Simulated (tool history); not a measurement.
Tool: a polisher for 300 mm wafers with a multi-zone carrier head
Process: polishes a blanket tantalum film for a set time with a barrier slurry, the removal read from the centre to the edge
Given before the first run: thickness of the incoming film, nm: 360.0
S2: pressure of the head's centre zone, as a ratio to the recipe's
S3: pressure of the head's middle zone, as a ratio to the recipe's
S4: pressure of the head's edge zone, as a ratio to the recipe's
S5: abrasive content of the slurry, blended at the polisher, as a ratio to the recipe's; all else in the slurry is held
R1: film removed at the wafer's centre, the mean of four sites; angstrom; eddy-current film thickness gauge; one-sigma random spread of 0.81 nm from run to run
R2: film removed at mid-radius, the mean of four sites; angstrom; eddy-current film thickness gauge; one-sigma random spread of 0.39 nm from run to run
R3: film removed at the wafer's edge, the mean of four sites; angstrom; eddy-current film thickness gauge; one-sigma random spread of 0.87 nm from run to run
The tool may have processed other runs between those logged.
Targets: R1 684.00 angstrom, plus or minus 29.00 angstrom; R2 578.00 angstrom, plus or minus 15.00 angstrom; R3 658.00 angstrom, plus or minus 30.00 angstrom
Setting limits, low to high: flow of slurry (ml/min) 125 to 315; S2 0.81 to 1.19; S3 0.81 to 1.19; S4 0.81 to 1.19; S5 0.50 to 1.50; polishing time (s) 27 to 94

run 1 hour=0.0 | flow_of_slurry_(ml/min)=205 S2=1.00 S3=1.00 S4=1.00 S5=1.00 polishing_time_(s)=60 | R1=828.95 R2=807.14 R3=756.63
run 2 hour=2.9 | flow_of_slurry_(ml/min)=205 S2=1.00 S3=1.00 S4=1.00 S5=1.00 polishing_time_(s)=73 | R1=992.76 R2=978.58 R3=928.38
run 3 hour=6.0 | flow_of_slurry_(ml/min)=205 S2=1.00 S3=1.00 S4=1.00 S5=0.80 polishing_time_(s)=73 | R1=936.03 R2=917.25 R3=871.93
run 4 hour=14.3 | flow_of_slurry_(ml/min)=195 S2=0.99 S3=0.95 S4=1.00 S5=0.70 polishing_time_(s)=70 | R1=849.19 R2=795.53 R3=808.90
run 5 hour=20.0 | flow_of_slurry_(ml/min)=195 S2=1.06 S3=0.95 S4=1.00 S5=0.70 polishing_time_(s)=70 | R1=915.00 R2=795.96 R3=815.35
run 6 hour=22.1 | flow_of_slurry_(ml/min)=195 S2=1.06 S3=0.92 S4=1.00 S5=0.70 polishing_time_(s)=70 | R1=900.08 R2=783.10 R3=795.39
run 7 hour=29.6 | flow_of_slurry_(ml/min)=185 S2=1.04 S3=0.89 S4=1.00 S5=0.65 polishing_time_(s)=68 | R1=818.51 R2=707.67 R3=751.26
run 8 hour=34.0 | flow_of_slurry_(ml/min)=185 S2=1.04 S3=0.89 S4=1.00 S5=0.65 polishing_time_(s)=68 | R1=817.42 R2=707.94 R3=763.90
run 9 hour=35.5 | flow_of_slurry_(ml/min)=180 S2=1.03 S3=0.87 S4=0.98 S5=0.60 polishing_time_(s)=67 | R1=772.06 R2=668.13 R3=699.35
run 10 hour=37.3 | flow_of_slurry_(ml/min)=180 S2=1.03 S3=0.87 S4=0.98 S5=0.60 polishing_time_(s)=67 | R1=784.61 R2=670.27 R3=700.99
-- hour=38.5 edge zone pressure recalibrated
run 11 hour=38.5 | flow_of_slurry_(ml/min)=170 S2=1.02 S3=0.85 S4=0.99 S5=0.55 polishing_time_(s)=67 | R1=738.24 R2=620.71 R3=714.84
run 12 hour=39.9 | flow_of_slurry_(ml/min)=145 S2=1.00 S3=0.84 S4=0.90 S5=0.50 polishing_time_(s)=65 | R1=634.81 R2=545.07 R3=618.58
run 13 hour=47.3 | flow_of_slurry_(ml/min)=150 S2=1.00 S3=0.84 S4=0.92 S5=0.50 polishing_time_(s)=65 | R1=658.77 R2=552.24 R3=640.43
run 14 hour=55.3 | flow_of_slurry_(ml/min)=155 S2=1.00 S3=0.84 S4=0.93 S5=0.50 polishing_time_(s)=65 | R1=654.14 R2=559.50 R3=650.68

Below are 4 possible settings for the next run. Only one of them brings all results inside the allowed miss of their targets. Which is it?
run A hour=63.3 | flow_of_slurry_(ml/min)=125 S2=0.90 S3=0.87 S4=1.02 S5=0.50 polishing_time_(s)=73 | R1=? R2=? R3=?
run B hour=63.3 | flow_of_slurry_(ml/min)=155 S2=1.00 S3=0.83 S4=0.93 S5=0.50 polishing_time_(s)=68 | R1=? R2=? R3=?
run C hour=63.3 | flow_of_slurry_(ml/min)=150 S2=1.02 S3=0.81 S4=0.95 S5=0.50 polishing_time_(s)=65 | R1=? R2=? R3=?
run D hour=63.3 | flow_of_slurry_(ml/min)=235 S2=1.09 S3=0.91 S4=0.82 S5=0.70 polishing_time_(s)=54 | R1=? R2=? R3=?

move=A R1=611.09 R2=612.21 R3=713.25
move=B R1=672.31 R2=578.52 R3=662.82
move=C R1=650.18 R2=538.11 R3=636.28
move=D R1=723.27 R2=609.99 R3=602.88
A: the result that was furthest off in the last run now lies on the other side of its target
B: all results in spec
C: further off than the last run
D: the result that was furthest off in the last run now lies on the other side of its target
The right move is B.
